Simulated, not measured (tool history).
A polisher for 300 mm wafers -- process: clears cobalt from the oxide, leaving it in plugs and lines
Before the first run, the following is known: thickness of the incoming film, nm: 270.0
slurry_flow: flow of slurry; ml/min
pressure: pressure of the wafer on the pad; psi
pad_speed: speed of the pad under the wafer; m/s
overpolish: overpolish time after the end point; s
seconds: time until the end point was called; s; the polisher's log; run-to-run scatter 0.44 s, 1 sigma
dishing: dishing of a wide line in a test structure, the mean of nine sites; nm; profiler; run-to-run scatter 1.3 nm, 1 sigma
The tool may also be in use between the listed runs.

| run | hour | slurry_flow | pressure | pad_speed | overpolish | seconds | dishing |
|---|---|---|---|---|---|---|---|
| 1 | 0 | 305 | 1.9 | 1.22 | 22 | 41.185 | 65.934 |
| 2 | 8.2 | 305 | 1.9 | 1.46 | 22 | 35.125 | 68.759 |
| 3 | 16.5 | 305 | 1.9 | 1.24 | 22 | 39.527 | 67.367 |
| 4 | 18.8 | 305 | 2.1 | 1.26 | 22 | 35.904 | 68.569 |
| 5 | 22.1 | 305 | 2.1 | 1.26 | 26 | 36.168 | 71.569 |
| 6 | 26.2 | 305 | 2.5 | 1.26 | 26 | 30.856 | 73.267 |
| 7 | 27 | 305 | 2.6 | 1.28 | 26 | 28.902 | 73.839 |

Expected results for the next run?
|  | 30.1 | slurry nozzle cleaned |
| 8 | 30.1 | 305 | 2.7 | 1.3 | 26 | ? | ? |

seconds: 26.508 s
dishing: 73.973 nm
